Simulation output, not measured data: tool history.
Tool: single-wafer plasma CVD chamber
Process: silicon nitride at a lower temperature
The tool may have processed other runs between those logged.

| run | hour | heater temperature setpoint (K) | chamber pressure (Torr) | RF power (kW) | deposition time (s) | mean film thickness on the monitor wafer (nm) |
|---|---|---|---|---|---|---|
| 1 | 0.0 | 598.15 | 1.19 | 0.280 | 8.0 | 8.1973 |
| 2 | 7.1 | 598.15 | 1.19 | 0.255 | 8.0 | 7.5196 |
| 3 | 8.6 | 607.15 | 1.19 | 0.255 | 8.0 | 7.4192 |
| 4 | 16.0 | 607.15 | 1.19 | 0.255 | 7.6 | 7.0928 |
| 5 | 22.5 | 604.15 | 1.34 | 0.275 | 7.6 | 7.8689 |
| 6 | 24.6 | 602.15 | 1.44 | 0.290 | 7.6 | 8.4212 |
| 7 | 29.7 | 600.15 | 1.51 | 0.300 | 7.6 | 8.8288 |

Run 8 comes next. What will it give?
| 8 | 37.6 | 598.15 | 1.56 | 0.310 | 7.6 | ? |

Run 8 came out at mean film thickness on the monitor wafer (nm) 9.1194.
